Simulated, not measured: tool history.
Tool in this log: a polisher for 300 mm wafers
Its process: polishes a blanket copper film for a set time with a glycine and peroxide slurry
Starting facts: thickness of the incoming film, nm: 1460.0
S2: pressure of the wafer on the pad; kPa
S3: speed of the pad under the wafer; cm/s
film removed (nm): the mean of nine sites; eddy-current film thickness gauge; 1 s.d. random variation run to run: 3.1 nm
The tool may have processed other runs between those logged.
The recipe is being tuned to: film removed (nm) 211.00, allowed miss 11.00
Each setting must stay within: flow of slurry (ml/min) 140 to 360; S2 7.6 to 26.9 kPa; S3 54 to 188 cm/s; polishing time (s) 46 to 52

Run 1, hour 0.0: flow of slurry (ml/min) 230, S2 17.2 kPa, S3 120 cm/s, polishing time (s) 52. Result: film removed (nm) 362.23.
Run 2, hour 8.3: flow of slurry (ml/min) 230, S2 13.8 kPa, S3 120 cm/s, polishing time (s) 52. Result: film removed (nm) 299.30.
Run 3, hour 14.6: flow of slurry (ml/min) 230, S2 13.1 kPa, S3 120 cm/s, polishing time (s) 52. Result: film removed (nm) 287.45.
Run 4, hour 15.3: flow of slurry (ml/min) 230, S2 12.4 kPa, S3 120 cm/s, polishing time (s) 52. Result: film removed (nm) 281.41.
Run 5, hour 18.9: flow of slurry (ml/min) 230, S2 10.3 kPa, S3 120 cm/s, polishing time (s) 52. Result: film removed (nm) 243.32.
Run 6, hour 25.8: flow of slurry (ml/min) 230, S2 10.3 kPa, S3 142 cm/s, polishing time (s) 52. Result: film removed (nm) 265.97.
Run 7, hour 29.9: flow of slurry (ml/min) 230, S2 10.3 kPa, S3 140 cm/s, polishing time (s) 52. Result: film removed (nm) 263.54.
Run 8, hour 33.0: flow of slurry (ml/min) 230, S2 10.3 kPa, S3 138 cm/s, polishing time (s) 52. Result: film removed (nm) 271.25.
Run 9, hour 40.0: flow of slurry (ml/min) 230, S2 10.3 kPa, S3 136 cm/s, polishing time (s) 52. Result: film removed (nm) 269.43.
Run 10, hour 48.6: flow of slurry (ml/min) 230, S2 10.3 kPa, S3 134 cm/s, polishing time (s) 52. Result: film removed (nm) 264.48.
Run 11, hour 55.8: flow of slurry (ml/min) 230, S2 7.6 kPa, S3 120 cm/s, polishing time (s) 51. Result: film removed (nm) 189.64.

Pick the move, out of 5, that brings all results within their allowed miss; only one does.
Run A, hour 63.0: flow of slurry (ml/min) 245, S2 9.7 kPa, S3 124 cm/s, polishing time (s) 47. Result: film removed (nm) ?.
Run B, hour 63.0: flow of slurry (ml/min) 235, S2 7.6 kPa, S3 98 cm/s, polishing time (s) 48. Result: film removed (nm) ?.
Run C, hour 63.0: flow of slurry (ml/min) 140, S2 7.6 kPa, S3 114 cm/s, polishing time (s) 46. Result: film removed (nm) ?.
Run D, hour 63.0: flow of slurry (ml/min) 220, S2 8.3 kPa, S3 118 cm/s, polishing time (s) 46. Result: film removed (nm) ?.
Run E, hour 63.0: flow of slurry (ml/min) 230, S2 8.3 kPa, S3 110 cm/s, polishing time (s) 48. Result: film removed (nm) ?.

move  film removed (nm)
   A             217.08
   B             162.04
   C             155.25
   D             182.17
   E             183.05
A: every result lands within tolerance
B: moves away from the targets compared with the last run
C: moves away from the targets compared with the last run
D: moves away from the targets compared with the last run
E: moves away from the targets compared with the last run
Answer: A

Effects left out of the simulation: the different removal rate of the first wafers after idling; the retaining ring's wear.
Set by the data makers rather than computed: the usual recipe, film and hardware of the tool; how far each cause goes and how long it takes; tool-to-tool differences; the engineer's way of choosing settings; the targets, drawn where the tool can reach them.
